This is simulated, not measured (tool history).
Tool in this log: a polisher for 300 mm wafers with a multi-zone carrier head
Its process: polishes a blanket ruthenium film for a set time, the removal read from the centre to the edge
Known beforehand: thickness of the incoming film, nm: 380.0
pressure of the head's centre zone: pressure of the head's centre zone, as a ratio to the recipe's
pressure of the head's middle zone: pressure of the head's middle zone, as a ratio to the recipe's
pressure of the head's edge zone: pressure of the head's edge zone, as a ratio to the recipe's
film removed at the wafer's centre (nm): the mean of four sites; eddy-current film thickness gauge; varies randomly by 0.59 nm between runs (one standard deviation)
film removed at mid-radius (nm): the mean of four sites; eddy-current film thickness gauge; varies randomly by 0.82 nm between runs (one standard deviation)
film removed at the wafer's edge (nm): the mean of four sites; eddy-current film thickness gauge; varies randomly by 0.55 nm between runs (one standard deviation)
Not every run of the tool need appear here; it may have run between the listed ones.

run	hour	flow of slurry (ml/min)	pressure of the head's centre zone	pressure of the head's middle zone	pressure of the head's edge zone	polishing time (s)	film removed at the wafer's centre (nm)	film removed at mid-radius (nm)	film removed at the wafer's edge (nm)
1	0	180	1	1	1	32	44.125	42.04	44.623
2	4.1	180	1	1	1	25	35.285	33.998	35.197
3	8.2	180	1	1	1	18	25.102	24.319	25.109
4	9.6	180	1	1	0.96	18	25.103	24.198	24.487
5	12.2	180	1.08	1	0.96	18	27.604	23.873	24.877
6	19	185	1.07	1.01	0.98	20	30.176	27.702	27.98
7	25.7	190	1.07	1.01	1	21	31.688	29.101	29.516
8	32.8	190	1.07	1.01	1.02	23	34.281	31.66	32.953
9	38	195	1.07	1.02	1.04	24	36.428	33.905	34.615
10	45.4	195	1.06	1.03	1.06	25	36.803	35.634	36.57
11	51.1	200	1.06	1.04	1.07	26	38.901	37.672	37.999
12	59.7	200	1.06	1.04	1.08	27	40.139	37.844	39.68
13	64.3	205	1.05	1.05	1.09	28	41.369	40.588	40.627
14	68.6	165	0.97	1.01	1.17	37	49.704	49.567	54.647
15	76.9	170	0.97	1.02	1.17	37	50.112	50.666	55.633
16	83.9	220	1	1.12	1.16	37	53.132	56.549	56.414

What will run 17 give?
17	89.5	220	1	1.12	1.16	37	?	?	?

film removed at the wafer's centre (nm): 54.702
film removed at mid-radius (nm): 56.257
film removed at the wafer's edge (nm): 56.643
